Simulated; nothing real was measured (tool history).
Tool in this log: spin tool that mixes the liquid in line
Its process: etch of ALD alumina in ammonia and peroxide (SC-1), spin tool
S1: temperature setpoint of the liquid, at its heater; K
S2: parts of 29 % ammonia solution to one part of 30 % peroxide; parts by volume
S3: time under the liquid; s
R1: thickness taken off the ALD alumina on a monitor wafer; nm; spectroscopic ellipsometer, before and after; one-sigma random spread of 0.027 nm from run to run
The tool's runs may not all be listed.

run 1 day=0.000 | S1=325.15 S2=0.6 S3=85 | R1=4.4770
run 2 day=0.183 | S1=319.65 S2=0.6 S3=85 | R1=3.2942
run 3 day=0.346 | S1=321.65 S2=0.6 S3=85 | R1=3.6672
run 4 day=0.525 | S1=323.15 S2=0.6 S3=85 | R1=4.0378
run 5 day=0.717 | S1=324.15 S2=0.6 S3=85 | R1=4.2148
run 6 day=0.779 | S1=324.15 S2=0.4 S3=85 | R1=4.0702
run 7 day=1.050 | S1=325.15 S2=0.4 S3=85 | R1=4.2931

Forecast run 8:
run 8 day=1.421 | S1=326.15 S2=0.4 S3=85 | R1=?

{"run 8": {"R1": 4.4895}}
